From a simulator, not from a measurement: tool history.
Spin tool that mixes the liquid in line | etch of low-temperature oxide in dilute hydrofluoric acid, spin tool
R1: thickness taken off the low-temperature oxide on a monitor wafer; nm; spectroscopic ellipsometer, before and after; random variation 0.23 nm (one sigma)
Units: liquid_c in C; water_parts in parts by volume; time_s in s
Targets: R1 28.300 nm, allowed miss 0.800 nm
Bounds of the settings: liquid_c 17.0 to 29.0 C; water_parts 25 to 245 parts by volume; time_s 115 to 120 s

run 1 day=0.000 | liquid_c=21.0 water_parts=135 time_s=115 | R1=12.314
run 2 day=0.262 | liquid_c=21.0 water_parts=135 time_s=115 | R1=12.424
run 3 day=0.421 | liquid_c=23.5 water_parts=115 time_s=115 | R1=16.604
run 4 day=0.471 | liquid_c=25.5 water_parts=105 time_s=115 | R1=19.559
run 5 day=0.679 | liquid_c=26.5 water_parts=95 time_s=115 | R1=22.831
run 6 day=1.000 | liquid_c=27.5 water_parts=90 time_s=115 | R1=25.475
run 7 day=1.346 | liquid_c=28.0 water_parts=90 time_s=115 | R1=25.980
run 8 day=1.496 | liquid_c=28.5 water_parts=90 time_s=115 | R1=26.451

Which of these 4 next moves meets every target?
run A day=1.646 | liquid_c=28.0 water_parts=100 time_s=115 | R1=?
run B day=1.646 | liquid_c=28.5 water_parts=80 time_s=115 | R1=?
run C day=1.646 | liquid_c=29.0 water_parts=90 time_s=120 | R1=?
run D day=1.646 | liquid_c=27.0 water_parts=95 time_s=115 | R1=?

move=A R1=23.066
move=B R1=30.214
move=C R1=28.169
move=D R1=23.521
A: further off than the last run
B: takes the result that was furthest off past its target
C: meets every target
D: further off than the last run
Answer: C
